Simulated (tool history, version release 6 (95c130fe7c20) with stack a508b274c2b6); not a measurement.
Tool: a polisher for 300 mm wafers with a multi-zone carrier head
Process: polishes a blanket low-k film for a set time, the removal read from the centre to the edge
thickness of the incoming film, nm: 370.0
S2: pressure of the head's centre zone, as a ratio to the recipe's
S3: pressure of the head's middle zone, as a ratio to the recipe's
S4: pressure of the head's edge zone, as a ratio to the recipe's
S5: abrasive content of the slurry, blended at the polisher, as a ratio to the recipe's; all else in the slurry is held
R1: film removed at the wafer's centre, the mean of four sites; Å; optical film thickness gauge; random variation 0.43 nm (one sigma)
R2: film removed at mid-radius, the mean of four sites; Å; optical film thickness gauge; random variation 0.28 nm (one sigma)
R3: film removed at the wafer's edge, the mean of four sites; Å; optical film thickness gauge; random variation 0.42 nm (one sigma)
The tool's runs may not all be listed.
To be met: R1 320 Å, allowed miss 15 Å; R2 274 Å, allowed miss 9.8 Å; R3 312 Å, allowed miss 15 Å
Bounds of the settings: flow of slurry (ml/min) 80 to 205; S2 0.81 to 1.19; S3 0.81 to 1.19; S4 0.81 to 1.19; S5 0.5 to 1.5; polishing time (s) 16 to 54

Run 1, hour 0: flow of slurry (ml/min) 135, S2 1, S3 1, S4 1, S5 1, polishing time (s) 35. Result: R1 224.18 Å, R2 222.28 Å, R3 222.93 Å.
Run 2, hour 8.6: flow of slurry (ml/min) 135, S2 0.94, S3 1, S4 1, S5 1, polishing time (s) 35. Result: R1 210.04 Å, R2 216.07 Å, R3 220.13 Å.
Run 3, hour 15.6: flow of slurry (ml/min) 135, S2 0.94, S3 1, S4 1.03, S5 1, polishing time (s) 35. Result: R1 211.25 Å, R2 219.87 Å, R3 225.34 Å.
Run 4, hour 21: flow of slurry (ml/min) 135, S2 0.94, S3 1, S4 0.98, S5 1, polishing time (s) 35. Result: R1 205.59 Å, R2 217.48 Å, R3 220.73 Å.
Run 5, hour 26.6: flow of slurry (ml/min) 135, S2 0.94, S3 1, S4 1.06, S5 1, polishing time (s) 35. Result: R1 205.95 Å, R2 219.7 Å, R3 231.51 Å.
Run 6, hour 31.2: flow of slurry (ml/min) 140, S2 0.98, S3 0.98, S4 1.08, S5 1.1, polishing time (s) 35. Result: R1 223.4 Å, R2 224.2 Å, R3 239.81 Å.
Run 7, hour 33.9: flow of slurry (ml/min) 140, S2 1.01, S3 0.97, S4 1.1, S5 1.2, polishing time (s) 36. Result: R1 239.26 Å, R2 231.67 Å, R3 252.4 Å.
Run 8, hour 39.2: flow of slurry (ml/min) 145, S2 1.03, S3 0.96, S4 1.11, S5 1.25, polishing time (s) 37. Result: R1 261.4 Å, R2 241.79 Å, R3 267.16 Å.
Run 9, hour 41: flow of slurry (ml/min) 150, S2 1.04, S3 0.96, S4 1.12, S5 1.3, polishing time (s) 37. Result: R1 274.88 Å, R2 249.9 Å, R3 276.33 Å.
Run 10, hour 44.6: flow of slurry (ml/min) 160, S2 1.04, S3 0.96, S4 1.13, S5 1.35, polishing time (s) 37. Result: R1 277.16 Å, R2 253.46 Å, R3 278.45 Å.
Run 11, hour 53.1: flow of slurry (ml/min) 160, S2 1.05, S3 0.96, S4 1.14, S5 1.4, polishing time (s) 37. Result: R1 280.72 Å, R2 259.95 Å, R3 286.78 Å.
Run 12, hour 61.9: flow of slurry (ml/min) 190, S2 1.13, S3 0.93, S4 1.19, S5 1.5, polishing time (s) 37. Result: R1 319.45 Å, R2 262.18 Å, R3 306.66 Å.

Which of these 4 next moves meets every target?
Run A, hour 70.7: flow of slurry (ml/min) 145, S2 1.15, S3 0.98, S4 0.99, S5 1.25, polishing time (s) 40. Result: R1 ?, R2 ?, R3 ?.
Run B, hour 70.7: flow of slurry (ml/min) 185, S2 1.07, S3 1, S4 1.19, S5 1.45, polishing time (s) 39. Result: R1 ?, R2 ?, R3 ?.
Run C, hour 70.7: flow of slurry (ml/min) 195, S2 1.18, S3 0.9, S4 1.11, S5 1.5, polishing time (s) 38. Result: R1 ?, R2 ?, R3 ?.
Run D, hour 70.7: flow of slurry (ml/min) 190, S2 1.1, S3 0.95, S4 1.19, S5 1.5, polishing time (s) 38. Result: R1 ?, R2 ?, R3 ?.

move      R1      R2      R3
   A  309.56  266.83  283.82
   B  307.85  288.81  324.15
   C  337.18  262.27  311.35
   D  313.01  273.46  320.38
A: brings the result that was furthest off to its target, and leaves another outside
B: takes the result that was furthest off past its target
C: as far off as the last run
D: meets every target
The right move is D.

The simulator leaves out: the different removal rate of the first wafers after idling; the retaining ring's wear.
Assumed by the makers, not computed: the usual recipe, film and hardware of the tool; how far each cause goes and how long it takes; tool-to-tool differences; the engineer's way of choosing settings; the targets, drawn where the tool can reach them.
